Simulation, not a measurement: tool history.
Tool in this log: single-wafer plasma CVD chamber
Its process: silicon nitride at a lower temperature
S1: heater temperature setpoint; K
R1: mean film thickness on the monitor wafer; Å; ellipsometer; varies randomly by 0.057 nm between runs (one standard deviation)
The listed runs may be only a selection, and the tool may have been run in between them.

run 1 hour=0.0 | S1=618.15 chamber_pressure_(Pa)=225 RF_power_(kW)=0.335 deposition_time_(s)=19.2 | R1=241.65
run 2 hour=8.4 | S1=618.15 chamber_pressure_(Pa)=225 RF_power_(kW)=0.335 deposition_time_(s)=18.3 | R1=231.05
run 3 hour=9.6 | S1=618.15 chamber_pressure_(Pa)=237 RF_power_(kW)=0.340 deposition_time_(s)=18.3 | R1=236.57
run 4 hour=12.1 | S1=618.15 chamber_pressure_(Pa)=237 RF_power_(kW)=0.385 deposition_time_(s)=18.3 | R1=252.98
run 5 hour=12.7 | S1=618.15 chamber_pressure_(Pa)=245 RF_power_(kW)=0.385 deposition_time_(s)=18.3 | R1=255.72
run 6 hour=17.9 | S1=618.15 chamber_pressure_(Pa)=252 RF_power_(kW)=0.385 deposition_time_(s)=18.3 | R1=257.84
run 7 hour=20.2 | S1=618.15 chamber_pressure_(Pa)=257 RF_power_(kW)=0.385 deposition_time_(s)=18.3 | R1=258.51

Expected results for the next run?
run 8 hour=27.2 | S1=618.15 chamber_pressure_(Pa)=263 RF_power_(kW)=0.385 deposition_time_(s)=18.3 | R1=?

{"run 8": {"R1": 260.68}}

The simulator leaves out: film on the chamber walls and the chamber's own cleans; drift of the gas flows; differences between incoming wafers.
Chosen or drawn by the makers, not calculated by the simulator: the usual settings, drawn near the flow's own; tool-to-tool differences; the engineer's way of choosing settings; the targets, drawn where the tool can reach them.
